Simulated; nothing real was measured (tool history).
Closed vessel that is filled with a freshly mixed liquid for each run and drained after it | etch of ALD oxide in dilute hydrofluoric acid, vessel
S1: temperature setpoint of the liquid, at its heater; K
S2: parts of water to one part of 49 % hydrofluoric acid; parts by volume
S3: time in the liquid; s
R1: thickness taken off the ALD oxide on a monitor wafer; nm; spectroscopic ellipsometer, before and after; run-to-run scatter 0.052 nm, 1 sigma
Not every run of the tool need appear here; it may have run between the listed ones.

run	hour	S1	S2	S3	R1
1	0	294.15	210	270	10.735
2	2	294.15	250	270	8.6543
3	9.1	296.15	250	270	9.1905
4	11	296.15	250	215	7.3808
5	11.7	297.15	230	215	8.5022
6	15.9	297.15	230	270	10.643
7	18.9	298.15	230	270	11.12
8	22	298.65	230	270	11.254
9	29	299.15	230	270	11.458
10	35.1	299.65	230	270	11.666

What does the tool deliver on the next run?
11	40.6	300.15	230	270	?

{"run 11": {"R1": 11.924}}
